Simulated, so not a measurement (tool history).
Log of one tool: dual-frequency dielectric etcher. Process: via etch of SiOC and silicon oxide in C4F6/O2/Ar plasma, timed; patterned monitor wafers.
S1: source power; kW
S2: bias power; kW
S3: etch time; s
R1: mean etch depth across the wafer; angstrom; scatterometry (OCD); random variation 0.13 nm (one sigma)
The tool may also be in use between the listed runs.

run 1 day=0 | S1=0.46 S2=0.165 S3=35.5 | R1=389.27
run 2 day=0.212 | S1=0.53 S2=0.165 S3=35.5 | R1=411.93
run 3 day=0.467 | S1=0.53 S2=0.177 S3=35.5 | R1=427.33
run 4 day=0.533 | S1=0.53 S2=0.177 S3=35.5 | R1=424.82
run 5 day=0.692 | S1=0.53 S2=0.194 S3=35.5 | R1=439.56
run 6 day=0.962 | S1=0.49 S2=0.182 S3=35 | R1=414.48

Run 7 comes next. What will it give?
run 7 day=1.212 | S1=0.46 S2=0.17 S3=34.5 | R1=?

Run 7 gave R1 385.79 angstrom.
